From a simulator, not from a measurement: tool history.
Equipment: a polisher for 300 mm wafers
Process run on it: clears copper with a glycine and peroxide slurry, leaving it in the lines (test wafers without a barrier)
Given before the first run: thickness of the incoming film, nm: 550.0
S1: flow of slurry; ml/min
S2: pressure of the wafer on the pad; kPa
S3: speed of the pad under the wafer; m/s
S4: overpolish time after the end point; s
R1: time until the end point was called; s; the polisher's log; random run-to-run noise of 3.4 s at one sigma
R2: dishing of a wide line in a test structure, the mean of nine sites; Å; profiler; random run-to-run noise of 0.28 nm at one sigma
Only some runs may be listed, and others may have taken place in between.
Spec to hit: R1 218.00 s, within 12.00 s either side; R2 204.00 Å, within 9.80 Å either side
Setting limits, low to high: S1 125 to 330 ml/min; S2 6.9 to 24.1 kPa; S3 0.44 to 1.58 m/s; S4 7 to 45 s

run   hour   S1    S2    S3  S4      R1      R2
  1    0.0  210  15.2  1.00  23  138.89  590.17
  2    6.7  205  14.5  0.96  20  148.39  500.45
  3    8.8  205  14.5  0.96  25  147.67  589.94
  4   17.6  205  14.5  0.96  16  153.32  404.36
  5   23.9  205  14.5  0.82  16  165.89  370.93
  6   30.5  205  14.5  0.98  16  151.18  409.62
  7   35.3  205  13.8  0.94  15  154.38  362.46
  8   42.7  205  12.4  0.92  15  173.29  337.01
  9   50.7  205  11.7  0.92  14  181.45  304.17
 10   56.2  215   7.6  0.94   7  233.35  122.83
 11   61.5  210   8.3  0.92   8  237.85  141.36
 12   69.1  200   9.0  0.92   8  222.89  149.46
 13   71.9  200   9.0  0.90   9  222.79  168.02
 14   78.0  190   9.0  0.90   9  223.36  163.28
 15   82.7  190   9.0  0.88   9  235.04  158.61
 16   87.4  190  10.3  0.84  10  210.85  192.83
 17   88.7  185  10.3  0.78  12  220.19  221.50
 18   92.3  190  10.3  0.78  12  219.94  218.63
 19   99.9  195  10.3  0.82  12  211.61  224.77
     106.4  -- worn pad replaced by a new one
 20  106.4  195   9.7  0.84  12  207.90  232.23
 21  114.7  195   9.7  0.86  12  208.10  235.06
 22  121.3  200   9.7  0.86  12  200.88  240.53
 23  128.2  195   9.7  0.88  12  203.40  235.69
 24  130.6  180   8.3  0.88   9  229.25  161.29
 25  135.9  180   9.0  0.86   9  216.08  168.04
 26  140.3  180   9.0  0.84   9  215.95  170.73
 27  145.6  180   9.0  0.82   9  226.80  167.29
 28  146.2  180   9.0  0.80   9  228.37  162.87

Exactly one of the 4 candidate moves below puts every result within its allowed miss. Which one?
  A  146.8  155   7.6  0.80  12   ?   ?
  B  146.8  230  10.3  0.80  11   ?   ?
  C  146.8  155   9.0  0.80  10   ?   ?
  D  146.8  175   9.0  0.84  11   ?   ?

move      R1      R2
   A  256.76  191.00
   B  197.76  225.62
   C  231.40  177.63
   D  219.96  203.71
A: moves toward the targets from the last run without getting all of them in spec
B: the result that was furthest off in the last run now lies on the other side of its target
C: moves toward the targets from the last run without getting all of them in spec
D: all results land within tolerance of their targets
Go with D: it meets all targets.

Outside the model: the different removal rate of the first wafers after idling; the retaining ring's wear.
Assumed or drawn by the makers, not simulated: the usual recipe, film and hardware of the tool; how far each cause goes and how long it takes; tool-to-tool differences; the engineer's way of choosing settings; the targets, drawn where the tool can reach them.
